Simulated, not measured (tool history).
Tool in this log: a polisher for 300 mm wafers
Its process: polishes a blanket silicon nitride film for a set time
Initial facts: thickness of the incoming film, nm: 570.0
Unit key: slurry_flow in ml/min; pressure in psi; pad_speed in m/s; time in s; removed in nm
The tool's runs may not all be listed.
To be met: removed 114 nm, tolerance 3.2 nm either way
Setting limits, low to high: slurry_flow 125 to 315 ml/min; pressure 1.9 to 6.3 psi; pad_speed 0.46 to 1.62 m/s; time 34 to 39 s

{"run": 1, "hour": 0.0, "slurry_flow": 205, "pressure": 4.1, "pad_speed": 1.04, "time": 39, "removed": 89.026}
{"run": 2, "hour": 8.3, "slurry_flow": 205, "pressure": 3.5, "pad_speed": 1.04, "time": 39, "removed": 75.881}
{"run": 3, "hour": 13.7, "slurry_flow": 205, "pressure": 3.5, "pad_speed": 1.04, "time": 39, "removed": 75.021}
{"run": 4, "hour": 17.1, "slurry_flow": 210, "pressure": 4, "pad_speed": 1.04, "time": 39, "removed": 86.363}
{"run": 5, "hour": 17.7, "slurry_flow": 215, "pressure": 4.3, "pad_speed": 1.04, "time": 39, "removed": 93.325}
{"hour": 24.4, "done": "head pressure recalibrated"}
{"run": 6, "hour": 24.4, "slurry_flow": 215, "pressure": 4.3, "pad_speed": 1.22, "time": 39, "removed": 95.263}
{"run": 7, "hour": 30.1, "slurry_flow": 215, "pressure": 4.5, "pad_speed": 1.22, "time": 39, "removed": 99.961}
{"run": 8, "hour": 33.5, "slurry_flow": 215, "pressure": 4.7, "pad_speed": 1.22, "time": 39, "removed": 103.85}
{"run": 9, "hour": 38.2, "slurry_flow": 215, "pressure": 4.8, "pad_speed": 1.22, "time": 39, "removed": 106.5}
{"run": 10, "hour": 41.7, "slurry_flow": 215, "pressure": 4.9, "pad_speed": 1.22, "time": 39, "removed": 109.08}
{"run": 11, "hour": 50.0, "slurry_flow": 215, "pressure": 5, "pad_speed": 1.22, "time": 39, "removed": 110.21}

Which one of the following 5 next-run settings gets every result inside its allowed miss? There is exactly one.
{"run": "A", "hour": 58.3, "slurry_flow": 205, "pressure": 5.8, "pad_speed": 0.98, "time": 38, "removed": "?"}
{"run": "B", "hour": 58.3, "slurry_flow": 210, "pressure": 4.9, "pad_speed": 1.2, "time": 39, "removed": "?"}
{"run": "C", "hour": 58.3, "slurry_flow": 295, "pressure": 4.1, "pad_speed": 1.56, "time": 39, "removed": "?"}
{"run": "D", "hour": 58.3, "slurry_flow": 190, "pressure": 5, "pad_speed": 1.42, "time": 39, "removed": "?"}
{"run": "E", "hour": 58.3, "slurry_flow": 195, "pressure": 5.2, "pad_speed": 1.14, "time": 39, "removed": "?"}

move=A removed=105.68
move=B removed=107.34
move=C removed=113.67
move=D removed=123.06
move=E removed=108.59
A: further off than the last run
B: further off than the last run
C: all results in spec
D: takes the result that was furthest off past its target
E: further off than the last run
C meets every target.
